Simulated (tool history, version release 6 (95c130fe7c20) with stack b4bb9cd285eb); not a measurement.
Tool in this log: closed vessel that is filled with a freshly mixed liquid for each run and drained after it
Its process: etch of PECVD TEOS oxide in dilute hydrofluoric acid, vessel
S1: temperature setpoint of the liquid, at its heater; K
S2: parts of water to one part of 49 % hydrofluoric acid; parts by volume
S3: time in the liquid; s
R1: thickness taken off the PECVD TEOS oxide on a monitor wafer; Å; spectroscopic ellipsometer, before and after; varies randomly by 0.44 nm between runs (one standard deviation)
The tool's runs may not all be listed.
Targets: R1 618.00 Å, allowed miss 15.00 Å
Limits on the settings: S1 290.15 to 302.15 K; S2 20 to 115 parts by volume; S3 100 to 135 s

{"run": 1, "hour": 0.0, "S1": 294.15, "S2": 65, "S3": 135, "R1": 274.11}
{"run": 2, "hour": 7.5, "S1": 294.15, "S2": 65, "S3": 100, "R1": 204.74}
{"run": 3, "hour": 10.1, "S1": 294.15, "S2": 65, "S3": 135, "R1": 274.82}
{"run": 4, "hour": 13.2, "S1": 296.15, "S2": 55, "S3": 135, "R1": 359.6}
{"run": 5, "hour": 21.0, "S1": 298.15, "S2": 55, "S3": 135, "R1": 388.75}
{"run": 6, "hour": 28.0, "S1": 299.15, "S2": 50, "S3": 135, "R1": 449.92}
{"run": 7, "hour": 36.5, "S1": 300.15, "S2": 45, "S3": 135, "R1": 524.16}
{"run": 8, "hour": 41.6, "S1": 300.65, "S2": 45, "S3": 135, "R1": 540.96}
{"run": 9, "hour": 50.1, "S1": 302.15, "S2": 40, "S3": 135, "R1": 641.25}

5 candidate next runs follow, results not yet known. Just one meets every target within its allowed miss. Identify it.
{"run": "A", "hour": 58.6, "S1": 301.65, "S2": 30, "S3": 105, "R1": "?"}
{"run": "B", "hour": 58.6, "S1": 302.15, "S2": 40, "S3": 120, "R1": "?"}
{"run": "C", "hour": 58.6, "S1": 301.15, "S2": 30, "S3": 100, "R1": "?"}
{"run": "D", "hour": 58.6, "S1": 302.15, "S2": 35, "S3": 120, "R1": "?"}
{"run": "E", "hour": 58.6, "S1": 302.15, "S2": 35, "S3": 125, "R1": "?"}

move=A R1=661.30
move=B R1=569.61
move=C R1=617.17
move=D R1=655.96
move=E R1=683.29
A: its largest miss is bigger than the last run's
B: takes the biggest miss from the last run beyond its target
C: all results land within tolerance of their targets
D: its largest miss is bigger than the last run's
E: its largest miss is bigger than the last run's
The right move is C.
